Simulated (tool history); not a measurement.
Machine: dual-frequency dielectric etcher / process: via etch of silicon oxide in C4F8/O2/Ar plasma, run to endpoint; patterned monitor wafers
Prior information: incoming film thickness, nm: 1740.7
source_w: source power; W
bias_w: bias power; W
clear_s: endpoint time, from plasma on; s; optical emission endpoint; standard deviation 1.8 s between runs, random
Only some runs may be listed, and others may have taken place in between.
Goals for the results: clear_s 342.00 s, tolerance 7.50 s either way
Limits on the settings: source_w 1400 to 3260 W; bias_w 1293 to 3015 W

run  hour  source_w  bias_w  clear_s
  1   0.0      2330    2154   299.67
  2   7.7      2170    2114   313.28
  3  15.0      2170    1792   326.68
  4  21.0      2170    2090   310.65
  5  28.2      2050    2062   318.29
  6  35.1      1960    2037   328.68
  7  42.5      1920    2029   328.04
     46.7  -- wet clean of the chamber
  8  46.7      1870    2016   320.73
  9  51.3      1820    1929   331.25
 10  56.8      1770    1907   332.97

Which single option among these 4 for the next run brings every result within its allowed miss of target? Just one does.
  A  62.3      1860    2030        ?
  B  62.3      1850    2049        ?
  C  62.3      1560    1953        ?
  D  62.3      2060    2009        ?

move  clear_s
   A   322.18
   B   321.92
   C   344.10
   D   312.56
A: moves away from the targets compared with the last run
B: moves away from the targets compared with the last run
C: hits every target within its allowed miss
D: moves away from the targets compared with the last run
Move C is the one to make.
